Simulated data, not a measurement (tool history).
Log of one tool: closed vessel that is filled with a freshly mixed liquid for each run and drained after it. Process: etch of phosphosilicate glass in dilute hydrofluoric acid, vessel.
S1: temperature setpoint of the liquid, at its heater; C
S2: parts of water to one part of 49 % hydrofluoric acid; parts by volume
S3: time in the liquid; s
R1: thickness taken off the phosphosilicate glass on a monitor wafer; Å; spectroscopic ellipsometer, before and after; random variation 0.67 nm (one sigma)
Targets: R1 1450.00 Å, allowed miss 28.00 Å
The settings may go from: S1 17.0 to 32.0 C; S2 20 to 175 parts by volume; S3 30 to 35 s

| run | day | S1 | S2 | S3 | R1 |
|---|---|---|---|---|---|
| 1 | 0.000 | 24.0 | 95 | 35 | 743.30 |
| 2 | 0.329 | 24.0 | 110 | 35 | 634.59 |
| 3 | 0.696 | 26.5 | 95 | 35 | 819.19 |
| 4 | 1.008 | 26.5 | 95 | 35 | 822.07 |
| 5 | 1.154 | 28.5 | 85 | 35 | 1007.20 |
| 6 | 1.333 | 28.5 | 50 | 35 | 1803.20 |
| 7 | 1.421 | 26.5 | 50 | 35 | 1665.60 |
| 8 | 1.483 | 25.0 | 50 | 35 | 1555.90 |

Which of these 4 next moves meets every target?
| A | 1.546 | 25.5 | 55 | 35 | ? |
| B | 1.546 | 25.0 | 45 | 30 | ? |
| C | 1.546 | 26.0 | 50 | 30 | ? |
| D | 1.546 | 24.5 | 55 | 35 | ? |

| move | R1 |
|---|---|
| A | 1431.40 |
| B | 1489.50 |
| C | 1386.70 |
| D | 1374.30 |
A: meets every target
B: nearer than the last run, and not there yet
C: takes the result that was furthest off past its target
D: takes the result that was furthest off past its target
Move A is the one to make.
